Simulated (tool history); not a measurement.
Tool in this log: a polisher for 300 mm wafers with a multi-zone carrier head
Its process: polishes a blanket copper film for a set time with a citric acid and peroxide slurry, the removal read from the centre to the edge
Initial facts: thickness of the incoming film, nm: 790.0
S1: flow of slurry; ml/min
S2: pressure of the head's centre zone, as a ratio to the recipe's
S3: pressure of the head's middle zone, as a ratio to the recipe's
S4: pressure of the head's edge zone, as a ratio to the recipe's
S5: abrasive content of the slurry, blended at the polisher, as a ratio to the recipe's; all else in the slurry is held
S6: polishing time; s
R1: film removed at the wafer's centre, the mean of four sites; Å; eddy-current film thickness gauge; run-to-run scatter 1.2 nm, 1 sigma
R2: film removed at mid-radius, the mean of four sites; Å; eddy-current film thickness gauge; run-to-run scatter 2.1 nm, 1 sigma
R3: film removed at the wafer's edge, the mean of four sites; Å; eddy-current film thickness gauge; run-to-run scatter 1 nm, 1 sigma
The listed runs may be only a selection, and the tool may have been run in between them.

Run 1, day 0.000: S1 305 ml/min, S2 1.00, S3 1.00, S4 1.00, S5 1.00, S6 61 s. Result: R1 1011.9 Å, R2 998.31 Å, R3 990.57 Å.
Run 2, day 0.025: S1 305 ml/min, S2 1.00, S3 1.07, S4 1.00, S5 1.00, S6 61 s. Result: R1 1017.2 Å, R2 1088.40 Å, R3 989.70 Å.
Run 3, day 0.250: S1 305 ml/min, S2 1.00, S3 1.13, S4 1.00, S5 1.00, S6 61 s. Result: R1 1022.4 Å, R2 1122.00 Å, R3 997.85 Å.
Run 4, day 0.562: S1 310 ml/min, S2 1.04, S3 1.13, S4 1.04, S5 1.15, S6 63 s. Result: R1 1131.3 Å, R2 1172.90 Å, R3 1073.20 Å.
Run 5, day 0.900: S1 315 ml/min, S2 1.06, S3 1.14, S4 1.07, S5 1.25, S6 65 s. Result: R1 1203.7 Å, R2 1289.10 Å, R3 1158.60 Å.
Run 6, day 1.162: S1 315 ml/min, S2 1.06, S3 1.14, S4 1.07, S5 1.10, S6 65 s. Result: R1 1158.6 Å, R2 1228.00 Å, R3 1132.10 Å.
Run 7, day 1.279: S1 315 ml/min, S2 1.06, S3 1.14, S4 1.07, S5 1.10, S6 65 s. Result: R1 1164.1 Å, R2 1223.30 Å, R3 1133.00 Å.
Run 8, day 1.396: S1 325 ml/min, S2 1.09, S3 1.14, S4 1.10, S5 1.20, S6 66 s. Result: R1 1260.0 Å, R2 1271.20 Å, R3 1191.60 Å.

Run 9 is up next; what results do you expect?
Run 9, day 1.500: S1 330 ml/min, S2 1.11, S3 1.14, S4 1.12, S5 1.30, S6 67 s. Result: R1 ?, R2 ?, R3 ?.

{"run 9": {"R1": 1319.1, "R2": 1334.1, "R3": 1229.5}}

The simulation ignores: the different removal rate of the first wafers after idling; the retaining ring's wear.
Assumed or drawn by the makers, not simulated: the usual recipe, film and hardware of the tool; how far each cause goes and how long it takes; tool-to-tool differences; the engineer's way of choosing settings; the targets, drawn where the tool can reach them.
